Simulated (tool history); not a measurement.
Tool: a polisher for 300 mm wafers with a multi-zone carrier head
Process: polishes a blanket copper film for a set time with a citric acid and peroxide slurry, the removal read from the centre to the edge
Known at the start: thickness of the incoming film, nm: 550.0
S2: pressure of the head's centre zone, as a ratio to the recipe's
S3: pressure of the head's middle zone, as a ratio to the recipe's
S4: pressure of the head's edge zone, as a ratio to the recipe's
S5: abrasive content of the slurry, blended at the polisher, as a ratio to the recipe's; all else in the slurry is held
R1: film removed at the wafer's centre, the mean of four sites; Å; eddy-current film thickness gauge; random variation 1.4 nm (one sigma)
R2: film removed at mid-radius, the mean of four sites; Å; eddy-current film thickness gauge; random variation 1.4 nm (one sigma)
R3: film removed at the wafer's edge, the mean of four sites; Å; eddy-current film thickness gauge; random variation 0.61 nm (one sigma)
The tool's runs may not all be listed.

{"run": 1, "hour": 0.0, "flow of slurry (ml/min)": 290, "S2": 1, "S3": 1, "S4": 1, "S5": 1, "polishing time (s)": 63, "R1": 1291.1, "R2": 1309.9, "R3": 1279.2}
{"run": 2, "hour": 7.8, "flow of slurry (ml/min)": 290, "S2": 1, "S3": 1.06, "S4": 1, "S5": 1, "polishing time (s)": 63, "R1": 1300.8, "R2": 1339.4, "R3": 1288.9}
{"run": 3, "hour": 14.9, "flow of slurry (ml/min)": 290, "S2": 1, "S3": 1.02, "S4": 1, "S5": 1, "polishing time (s)": 63, "R1": 1320.8, "R2": 1303.8, "R3": 1293.9}
{"run": 4, "hour": 17.9, "flow of slurry (ml/min)": 340, "S2": 1, "S3": 1.02, "S4": 1, "S5": 1, "polishing time (s)": 63, "R1": 1303.2, "R2": 1340.2, "R3": 1319.6}
{"run": 5, "hour": 23.7, "flow of slurry (ml/min)": 330, "S2": 0.99, "S3": 1.01, "S4": 0.98, "S5": 0.95, "polishing time (s)": 62, "R1": 1303.1, "R2": 1265.5, "R3": 1250.3}
{"run": 6, "hour": 27.6, "flow of slurry (ml/min)": 330, "S2": 0.99, "S3": 1.01, "S4": 1.02, "S5": 0.95, "polishing time (s)": 62, "R1": 1295.7, "R2": 1294.8, "R3": 1287.8}
{"hour": 30.9, "done": "slurry nozzle cleaned"}
{"run": 7, "hour": 30.9, "flow of slurry (ml/min)": 325, "S2": 0.97, "S3": 1.02, "S4": 1.01, "S5": 0.9, "polishing time (s)": 61, "R1": 1288.3, "R2": 1314.7, "R3": 1296.5}
{"run": 8, "hour": 35.6, "flow of slurry (ml/min)": 325, "S2": 0.96, "S3": 1.02, "S4": 0.99, "S5": 0.95, "polishing time (s)": 59, "R1": 1217.2, "R2": 1261.9, "R3": 1246.6}

Forecast run 9:
{"run": 9, "hour": 44.6, "flow of slurry (ml/min)": 320, "S2": 0.96, "S3": 1.03, "S4": 0.97, "S5": 0.95, "polishing time (s)": 57, "R1": "?", "R2": "?", "R3": "?"}

R1: 1168.4 Å
R2: 1214.8 Å
R3: 1185.7 Å

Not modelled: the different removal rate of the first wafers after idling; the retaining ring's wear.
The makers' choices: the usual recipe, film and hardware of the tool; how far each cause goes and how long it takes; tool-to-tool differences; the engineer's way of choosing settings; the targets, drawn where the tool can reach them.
